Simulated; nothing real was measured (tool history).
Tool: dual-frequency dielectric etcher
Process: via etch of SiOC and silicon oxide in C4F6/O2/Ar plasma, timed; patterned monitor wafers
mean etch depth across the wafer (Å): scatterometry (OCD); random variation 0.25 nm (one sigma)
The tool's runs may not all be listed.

run	hour	source power (W)	bias power (W)	etch time (s)	mean etch depth across the wafer (Å)
1	0.0	430	123	103.0	910.59
2	1.6	400	121	103.0	887.95
3	2.3	400	129	103.0	904.96
4	8.8	400	144	103.0	918.93
5	13.9	370	141	103.0	894.87
6	15.2	370	141	107.5	938.50
7	16.4	340	137	107.0	897.50

The next listed run, before its measurement:
8	22.5	320	136	107.0	?

{"run 8": {"mean etch depth across the wafer (Å)": 880.67}}
